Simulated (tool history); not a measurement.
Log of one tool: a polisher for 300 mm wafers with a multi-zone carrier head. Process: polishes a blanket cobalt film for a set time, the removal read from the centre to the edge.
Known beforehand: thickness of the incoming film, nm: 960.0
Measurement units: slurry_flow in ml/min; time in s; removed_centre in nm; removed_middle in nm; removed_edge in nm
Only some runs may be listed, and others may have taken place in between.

run  hour  slurry_flow  centre_zone  middle_zone  edge_zone  time  removed_centre  removed_middle  removed_edge
  1   0.0          215         1.00         1.00       1.00    34          186.26          185.76        183.14
  2   3.7          210         1.00         1.00       0.96    33          181.70          179.62        174.23
  3  10.4          205         1.00         1.01       0.93    32          175.81          175.92        165.09
  4  12.0          205         1.00         1.01       0.93    27          147.21          147.00        140.83
  5  17.3          155         1.00         1.01       0.93    27          138.74          140.06        135.80
  6  23.3          175         1.00         1.01       0.93    27          142.92          140.61        136.48
  7  24.7          195         1.00         1.02       0.92    27          144.49          146.24        138.09

Run 8 is up next; what results do you expect?
  8  28.1          215         1.01         1.03       0.92    27               ?               ?             ?

removed_centre: 150.08 nm
removed_middle: 152.58 nm
removed_edge: 138.84 nm
